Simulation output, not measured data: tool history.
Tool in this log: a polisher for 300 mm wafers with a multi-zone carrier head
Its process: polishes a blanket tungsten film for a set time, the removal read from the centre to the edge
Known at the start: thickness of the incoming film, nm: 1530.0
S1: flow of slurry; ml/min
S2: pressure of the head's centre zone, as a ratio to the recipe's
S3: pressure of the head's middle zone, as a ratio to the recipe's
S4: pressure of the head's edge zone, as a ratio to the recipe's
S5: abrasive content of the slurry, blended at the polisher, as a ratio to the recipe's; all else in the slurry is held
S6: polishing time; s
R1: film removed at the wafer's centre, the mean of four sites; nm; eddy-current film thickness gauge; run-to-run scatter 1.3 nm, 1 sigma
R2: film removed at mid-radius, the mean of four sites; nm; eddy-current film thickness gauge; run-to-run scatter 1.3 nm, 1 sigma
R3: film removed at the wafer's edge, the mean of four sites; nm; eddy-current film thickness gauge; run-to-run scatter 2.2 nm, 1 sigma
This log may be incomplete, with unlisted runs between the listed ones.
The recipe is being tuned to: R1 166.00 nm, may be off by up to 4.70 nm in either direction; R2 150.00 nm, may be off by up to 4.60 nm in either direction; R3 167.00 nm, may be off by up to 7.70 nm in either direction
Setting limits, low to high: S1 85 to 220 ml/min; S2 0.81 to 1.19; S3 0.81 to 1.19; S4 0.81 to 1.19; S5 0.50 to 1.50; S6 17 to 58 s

| run | hour | S1 | S2 | S3 | S4 | S5 | S6 | R1 | R2 | R3 |
|---|---|---|---|---|---|---|---|---|---|---|
| 1 | 0.0 | 140 | 1.00 | 1.00 | 1.00 | 1.00 | 37 | 273.26 | 271.66 | 280.80 |
| 2 | 6.2 | 135 | 1.00 | 0.98 | 0.98 | 0.90 | 35 | 248.47 | 246.90 | 247.21 |
| 3 | 6.7 | 130 | 1.00 | 0.95 | 0.99 | 0.85 | 34 | 234.16 | 227.27 | 237.19 |
| 4 | 10.9 | 125 | 1.00 | 0.93 | 0.99 | 0.80 | 33 | 219.78 | 209.73 | 218.61 |
| 5 | 15.7 | 120 | 1.00 | 0.91 | 0.99 | 0.75 | 33 | 214.32 | 200.93 | 227.15 |
| 6 | 24.1 | 120 | 1.00 | 0.91 | 0.99 | 0.90 | 33 | 226.03 | 209.46 | 235.57 |
| 7 | 26.2 | 120 | 1.00 | 0.90 | 0.98 | 0.85 | 32 | 213.36 | 197.64 | 218.25 |
| 8 | 28.2 | 115 | 1.00 | 0.89 | 0.97 | 0.80 | 32 | 207.49 | 190.73 | 215.48 |
| 9 | 30.5 | 125 | 1.00 | 0.87 | 0.87 | 0.55 | 25 | 149.25 | 136.10 | 144.87 |
| 10 | 38.2 | 130 | 1.00 | 0.87 | 0.89 | 0.55 | 25 | 149.71 | 138.05 | 144.98 |
| 11 | 45.9 | 160 | 1.00 | 0.81 | 0.99 | 0.80 | 26 | 185.36 | 157.36 | 184.86 |
| 12 | 51.1 | 155 | 1.00 | 0.81 | 0.97 | 0.80 | 26 | 186.94 | 155.23 | 184.70 |

Exactly one of the 4 candidate moves below puts every result within its allowed miss. Which one?
| A | 56.3 | 160 | 0.84 | 0.83 | 1.04 | 0.90 | 26 | ? | ? | ? |
| B | 56.3 | 185 | 1.19 | 0.85 | 0.85 | 0.95 | 23 | ? | ? | ? |
| C | 56.3 | 165 | 0.95 | 0.87 | 1.00 | 0.90 | 22 | ? | ? | ? |
| D | 56.3 | 140 | 1.01 | 0.87 | 0.99 | 0.70 | 25 | ? | ? | ? |

| move | R1 | R2 | R3 |
|---|---|---|---|
| A | 159.56 | 164.92 | 193.22 |
| B | 209.41 | 154.63 | 160.72 |
| C | 153.90 | 145.82 | 160.98 |
| D | 167.30 | 149.61 | 165.98 |
A: the result that was furthest off in the last run now lies on the other side of its target
B: misses by more than the last run did
C: the result that was furthest off in the last run now lies on the other side of its target
D: each result inside its tolerance
Move D is the one to make.
